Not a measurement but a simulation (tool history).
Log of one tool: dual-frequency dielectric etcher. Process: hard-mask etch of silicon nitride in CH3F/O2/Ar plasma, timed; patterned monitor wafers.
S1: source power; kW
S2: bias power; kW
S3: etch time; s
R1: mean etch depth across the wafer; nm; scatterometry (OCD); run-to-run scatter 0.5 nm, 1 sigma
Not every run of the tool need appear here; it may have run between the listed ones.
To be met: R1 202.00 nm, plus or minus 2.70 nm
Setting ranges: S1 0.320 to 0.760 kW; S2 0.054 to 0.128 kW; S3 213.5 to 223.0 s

{"run": 1, "hour": 0.0, "S1": 0.54, "S2": 0.091, "S3": 213.5, "R1": 180.82}
{"run": 2, "hour": 8.3, "S1": 0.58, "S2": 0.092, "S3": 213.5, "R1": 185.71}
{"run": 3, "hour": 17.0, "S1": 0.49, "S2": 0.092, "S3": 213.5, "R1": 175.97}
{"run": 4, "hour": 25.1, "S1": 0.55, "S2": 0.093, "S3": 213.5, "R1": 182.43}
{"run": 5, "hour": 28.0, "S1": 0.59, "S2": 0.094, "S3": 213.5, "R1": 187.99}
{"run": 6, "hour": 35.5, "S1": 0.62, "S2": 0.095, "S3": 213.5, "R1": 193.22}
{"run": 7, "hour": 38.8, "S1": 0.64, "S2": 0.095, "S3": 213.5, "R1": 195.31}
{"run": 8, "hour": 42.6, "S1": 0.65, "S2": 0.095, "S3": 213.5, "R1": 195.04}
{"run": 9, "hour": 44.8, "S1": 0.67, "S2": 0.095, "S3": 213.5, "R1": 197.55}
{"run": 10, "hour": 52.2, "S1": 0.68, "S2": 0.095, "S3": 213.5, "R1": 198.12}

Exactly one of the 4 candidate moves below puts every result within its allowed miss. Which one?
{"run": "A", "hour": 59.6, "S1": 0.65, "S2": 0.089, "S3": 219.0, "R1": "?"}
{"run": "B", "hour": 59.6, "S1": 0.64, "S2": 0.095, "S3": 215.0, "R1": "?"}
{"run": "C", "hour": 59.6, "S1": 0.72, "S2": 0.083, "S3": 217.5, "R1": "?"}
{"run": "D", "hour": 59.6, "S1": 0.7, "S2": 0.096, "S3": 215.0, "R1": "?"}

move=A R1=195.56
move=B R1=195.87
move=C R1=195.89
move=D R1=202.78
A: its largest miss is bigger than the last run's
B: its largest miss is bigger than the last run's
C: its largest miss is bigger than the last run's
D: in spec on every target
So the answer is move D, the one that meets all the targets.
